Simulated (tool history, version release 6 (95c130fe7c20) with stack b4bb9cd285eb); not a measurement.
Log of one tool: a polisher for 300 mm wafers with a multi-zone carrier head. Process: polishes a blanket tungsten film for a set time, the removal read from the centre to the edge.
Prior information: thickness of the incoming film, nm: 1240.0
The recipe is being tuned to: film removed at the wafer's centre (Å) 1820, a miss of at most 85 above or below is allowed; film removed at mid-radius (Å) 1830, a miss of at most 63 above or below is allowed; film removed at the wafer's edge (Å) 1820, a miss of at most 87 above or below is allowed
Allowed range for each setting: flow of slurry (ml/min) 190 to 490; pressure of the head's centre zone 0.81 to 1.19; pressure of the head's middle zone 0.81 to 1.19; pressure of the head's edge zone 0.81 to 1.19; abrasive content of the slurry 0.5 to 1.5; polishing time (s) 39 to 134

run,hour,flow of slurry (ml/min),pressure of the head's centre zone,pressure of the head's middle zone,pressure of the head's edge zone,abrasive content of the slurry,polishing time (s),film removed at the wafer's centre (Å),film removed at mid-radius (Å),film removed at the wafer's edge (Å)
1,0,315,1,1,1,1,86,2394.8,2390.9,2382.6
2,4,315,0.98,0.98,0.97,0.85,83,2193.3,2172.3,2217
3,7.4,315,0.97,0.99,0.94,0.75,80,2007.3,2028.2,2021.2
4,15.8,315,0.97,1.04,0.94,0.75,80,2054.4,2107.7,2031.4
5,21.7,315,1.01,1.04,0.94,0.75,80,2122.3,2126.7,2026.2
6,28.7,315,0.99,1.02,0.92,0.7,79,2020.4,2032,1925.4
7,33.7,310,0.97,1,0.91,0.65,79,1897.5,1922.1,1902.7
8,35.5,305,0.97,0.99,0.9,0.65,79,1920.4,1903.4,1886.6

Which of these 4 next moves meets every target?
A,37.3,425,0.94,1.05,0.91,0.65,74,?,?,?
B,37.3,240,0.95,0.97,0.88,0.65,78,?,?,?
C,37.3,350,0.87,1,0.93,0.7,72,?,?,?
D,37.3,255,0.88,0.96,0.95,0.55,88,?,?,?

move,film removed at the wafer's centre (Å),film removed at mid-radius (Å),film removed at the wafer's edge (Å)
A,1800,1957.6,1824.1
B,1789.9,1825.7,1823.5
C,1677.8,1844,1806.1
D,1843.7,1954.8,2008.6
A: puts the biggest miss on target and leaves a different result outside tolerance
B: each result inside its tolerance
C: takes the biggest miss from the last run beyond its target
D: puts the biggest miss on target and leaves a different result outside tolerance
Move B is the one to make.
